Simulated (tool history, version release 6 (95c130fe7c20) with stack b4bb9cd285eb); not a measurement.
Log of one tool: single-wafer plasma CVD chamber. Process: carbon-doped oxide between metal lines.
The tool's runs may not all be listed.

run	hour	heater temperature setpoint (°C)	chamber pressure (mTorr)	RF power (kW)	deposition time (s)	mean film thickness on the monitor wafer (Å)
1	0	335	6840	0.51	33.5	1917.7
2	7.5	339	6660	0.505	33.5	1880.9
3	13.4	339	7160	0.505	33.5	1903.8
4	19	342	6860	0.5	33.5	1864.2
5	23.6	344	6680	0.495	33.5	1828.1
6	24.3	344	6680	0.495	34.5	1890.6

The next listed run, before its measurement:
7	29.3	347	6490	0.495	34.5	?

{"run 7": {"mean film thickness on the monitor wafer (Å)": 1882}}

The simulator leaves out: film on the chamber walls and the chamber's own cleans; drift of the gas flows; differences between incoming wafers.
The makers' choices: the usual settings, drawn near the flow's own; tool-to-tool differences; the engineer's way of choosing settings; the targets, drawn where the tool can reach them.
